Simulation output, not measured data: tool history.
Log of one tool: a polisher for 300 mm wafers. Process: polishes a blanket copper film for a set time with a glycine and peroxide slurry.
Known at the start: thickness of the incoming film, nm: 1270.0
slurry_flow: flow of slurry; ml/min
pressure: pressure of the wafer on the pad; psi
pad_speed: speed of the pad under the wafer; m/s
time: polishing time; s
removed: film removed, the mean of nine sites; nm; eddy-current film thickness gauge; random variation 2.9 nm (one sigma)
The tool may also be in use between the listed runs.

{"run": 1, "hour": 0.0, "slurry_flow": 305, "pressure": 3.3, "pad_speed": 1.04, "time": 18, "removed": 135.11}
{"run": 2, "hour": 4.9, "slurry_flow": 345, "pressure": 3.3, "pad_speed": 1.04, "time": 18, "removed": 140.34}
{"run": 3, "hour": 5.8, "slurry_flow": 350, "pressure": 3.6, "pad_speed": 1.06, "time": 18, "removed": 152.21}
{"run": 4, "hour": 9.6, "slurry_flow": 350, "pressure": 3.6, "pad_speed": 1.06, "time": 16, "removed": 133.4}
{"run": 5, "hour": 16.9, "slurry_flow": 350, "pressure": 3.9, "pad_speed": 1.1, "time": 16, "removed": 142.9}
{"run": 6, "hour": 21.4, "slurry_flow": 405, "pressure": 3.9, "pad_speed": 1.1, "time": 16, "removed": 148.39}
{"run": 7, "hour": 29.4, "slurry_flow": 405, "pressure": 4.2, "pad_speed": 1.14, "time": 16, "removed": 166.63}

Forecast run 8:
{"run": 8, "hour": 33.3, "slurry_flow": 405, "pressure": 4.4, "pad_speed": 1.14, "time": 16, "removed": "?"}

{"run 8": {"removed": 162.62}}
